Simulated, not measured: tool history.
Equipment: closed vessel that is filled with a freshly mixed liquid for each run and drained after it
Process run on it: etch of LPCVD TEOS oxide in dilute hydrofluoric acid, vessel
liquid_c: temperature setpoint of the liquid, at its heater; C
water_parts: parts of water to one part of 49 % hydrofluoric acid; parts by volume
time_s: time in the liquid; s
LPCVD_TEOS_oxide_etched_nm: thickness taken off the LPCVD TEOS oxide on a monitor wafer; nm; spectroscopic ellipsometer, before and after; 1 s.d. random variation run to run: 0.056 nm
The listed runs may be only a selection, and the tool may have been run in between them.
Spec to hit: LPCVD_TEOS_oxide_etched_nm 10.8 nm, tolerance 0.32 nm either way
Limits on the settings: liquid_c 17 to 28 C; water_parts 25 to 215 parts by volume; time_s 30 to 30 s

run  hour  liquid_c  water_parts  time_s  LPCVD_TEOS_oxide_etched_nm
  1     0        20          120      30                      5.0415
  2   7.1        22          105      30                      6.3856
  3  14.4        22          105      30                      6.3408
  4  20.4      23.5           95      30                      7.5389
  5  21.1      24.5           90      30                       8.323
  6  25.1      24.5           50      30                      15.768
  7  32.5        23           55      30                       13.44
  8  35.4      21.5           55      30                      12.596
     37.5  -- thermometer replaced
  9  37.5      20.5           55      30                      11.335
 10  46.4        20           55      30                      11.155

Exercise: of the 4 proposed moves below, exactly one satisfies all targets within the stated allowed misses. Which move is it?
  A  55.3      20.5           55      30                           ?
  B  55.3      21.5           55      30                           ?
  C  55.3      19.5           50      30                           ?
  D  55.3      21.5           60      30                           ?

move  LPCVD_TEOS_oxide_etched_nm
   A                      11.315
   B                        11.8
   C                      12.001
   D                       10.75
A: further off than the last run
B: further off than the last run
C: further off than the last run
D: every result lands within tolerance
Go with D: it meets all targets.

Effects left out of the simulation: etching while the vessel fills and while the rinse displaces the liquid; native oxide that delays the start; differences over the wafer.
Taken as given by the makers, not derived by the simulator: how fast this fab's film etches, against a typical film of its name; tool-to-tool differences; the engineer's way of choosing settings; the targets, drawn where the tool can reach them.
